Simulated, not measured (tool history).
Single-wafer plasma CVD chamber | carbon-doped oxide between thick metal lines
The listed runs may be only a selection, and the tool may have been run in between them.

run  hour  heater temperature setpoint (K)  chamber pressure (Torr)  RF power (kW)  deposition time (s)  mean film thickness on the monitor wafer (Å)
  1     0                           603.15                     6.53          0.665                 69.7                                        4612.2
  2   8.5                           608.15                      6.1          0.615                   69                                        4155.3
  3  16.3                           608.15                     6.59          0.615                   69                                        4193.3
  4  23.8                           611.15                     6.44          0.585                 68.8                                        3969.5
  5  25.5                           618.15                     6.44          0.585                 68.8                                        3866.9
  6  28.6                           619.15                     6.32           0.56                 68.6                                        3686.5
  7  37.4                           620.15                     6.16           0.55                 68.5                                        3594.4

Run 8 is up next; what results do you expect?
  8  46.4                           621.15                     5.95          0.545                 68.5                                             ?

{"run 8": {"mean film thickness on the monitor wafer (Å)": 3551.1}}
